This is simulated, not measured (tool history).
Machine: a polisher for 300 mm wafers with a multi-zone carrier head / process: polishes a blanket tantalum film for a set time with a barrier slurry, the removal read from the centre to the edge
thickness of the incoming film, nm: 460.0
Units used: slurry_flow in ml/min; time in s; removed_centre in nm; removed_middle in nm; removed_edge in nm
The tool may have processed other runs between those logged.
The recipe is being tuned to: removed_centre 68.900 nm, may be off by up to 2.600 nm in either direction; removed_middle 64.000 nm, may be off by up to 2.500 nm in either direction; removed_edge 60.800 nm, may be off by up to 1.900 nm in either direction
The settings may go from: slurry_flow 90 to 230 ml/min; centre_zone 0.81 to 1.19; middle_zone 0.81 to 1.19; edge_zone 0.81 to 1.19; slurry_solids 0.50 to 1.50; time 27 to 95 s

run,hour,slurry_flow,centre_zone,middle_zone,edge_zone,slurry_solids,time,removed_centre,removed_middle,removed_edge
1,0.0,150,1.00,1.00,1.00,1.00,61,97.673,92.265,90.666
2,6.3,150,1.00,0.99,0.98,0.95,59,92.708,88.375,84.914
3,7.5,150,1.05,0.99,0.98,0.95,59,96.652,88.023,84.551
4,8.3,150,1.13,0.99,0.98,0.95,59,103.810,88.650,86.674
5,8.9,145,1.11,0.98,0.96,0.90,58,100.140,83.580,80.766
6,16.1,140,1.07,0.97,0.95,0.85,58,92.043,81.738,79.949
7,19.6,140,1.06,0.97,0.94,0.80,57,88.873,79.014,76.560
8,28.5,140,1.05,0.96,0.93,0.75,56,84.777,74.792,71.684
9,31.7,110,0.95,0.88,0.83,0.65,56,68.814,62.411,63.865
10,33.8,110,0.95,0.89,0.83,0.65,56,67.137,65.135,63.068
11,42.1,110,0.96,0.89,0.83,0.65,56,68.620,62.540,62.786
12,49.4,110,0.96,0.90,0.83,0.65,56,68.523,63.400,63.368
13,50.9,110,0.96,0.91,0.83,0.65,56,69.685,66.004,62.964

Next run, 5 choices. One meets every target within its allowed miss, the rest don't. Which?
A,52.4,95,1.08,0.88,0.81,0.65,53,?,?,?
B,52.4,95,1.04,0.98,0.89,0.70,53,?,?,?
C,52.4,95,0.96,0.88,0.85,0.60,56,?,?,?
D,52.4,110,1.09,1.08,0.81,0.75,49,?,?,?
E,52.4,140,1.03,0.88,0.94,0.55,52,?,?,?

move,removed_centre,removed_middle,removed_edge
A,70.460,56.517,56.735
B,69.568,63.371,60.485
C,64.323,58.129,59.541
D,72.964,68.269,56.635
E,70.664,58.502,60.522
A: takes the biggest miss from the last run beyond its target
B: every result within its allowed miss
C: corrects the largest miss of the last run, while another result sits out of spec
D: takes the biggest miss from the last run beyond its target
E: corrects the largest miss of the last run, while another result sits out of spec
B meets every target.

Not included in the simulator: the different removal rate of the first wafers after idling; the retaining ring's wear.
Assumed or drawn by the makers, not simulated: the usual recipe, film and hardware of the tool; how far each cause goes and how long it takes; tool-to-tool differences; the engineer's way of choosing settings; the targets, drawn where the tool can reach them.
